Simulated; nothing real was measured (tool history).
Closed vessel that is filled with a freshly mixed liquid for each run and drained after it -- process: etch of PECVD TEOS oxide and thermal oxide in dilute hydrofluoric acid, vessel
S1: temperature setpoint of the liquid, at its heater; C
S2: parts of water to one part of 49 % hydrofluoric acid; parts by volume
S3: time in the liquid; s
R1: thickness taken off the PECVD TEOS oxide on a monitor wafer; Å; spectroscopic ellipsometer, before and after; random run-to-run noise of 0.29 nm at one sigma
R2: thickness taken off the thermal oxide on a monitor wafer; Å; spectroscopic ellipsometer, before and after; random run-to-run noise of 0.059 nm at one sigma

{"run": 1, "day": 0.0, "S1": 20, "S2": 100, "S3": 85, "R1": 193.04, "R2": 31.828}
{"run": 2, "day": 0.308, "S1": 20, "S2": 85, "S3": 85, "R1": 228.19, "R2": 38.441}
{"run": 3, "day": 0.542, "S1": 20, "S2": 85, "S3": 105, "R1": 283.1, "R2": 47.861}
{"run": 4, "day": 0.854, "S1": 21, "S2": 85, "S3": 105, "R1": 294.27, "R2": 49.603}
{"run": 5, "day": 1.079, "S1": 22, "S2": 85, "S3": 105, "R1": 309.36, "R2": 51.664}
{"run": 6, "day": 1.204, "S1": 22, "S2": 85, "S3": 90, "R1": 263.19, "R2": 44.643}
{"run": 7, "day": 1.521, "S1": 22, "S2": 85, "S3": 90, "R1": 266.26, "R2": 45.25}
{"run": 8, "day": 1.883, "S1": 22.5, "S2": 85, "S3": 90, "R1": 270.01, "R2": 45.604}
{"run": 9, "day": 2.021, "S1": 23, "S2": 85, "S3": 90, "R1": 274.6, "R2": 46.269}
{"run": 10, "day": 2.246, "S1": 23.5, "S2": 85, "S3": 90, "R1": 282.08, "R2": 46.407}

Estimate the outcome of run 11 from the log above:
{"run": 11, "day": 2.462, "S1": 24, "S2": 80, "S3": 90, "R1": "?", "R2": "?"}

Run 11 produced R1 307.31 Å, R2 50.92 Å.

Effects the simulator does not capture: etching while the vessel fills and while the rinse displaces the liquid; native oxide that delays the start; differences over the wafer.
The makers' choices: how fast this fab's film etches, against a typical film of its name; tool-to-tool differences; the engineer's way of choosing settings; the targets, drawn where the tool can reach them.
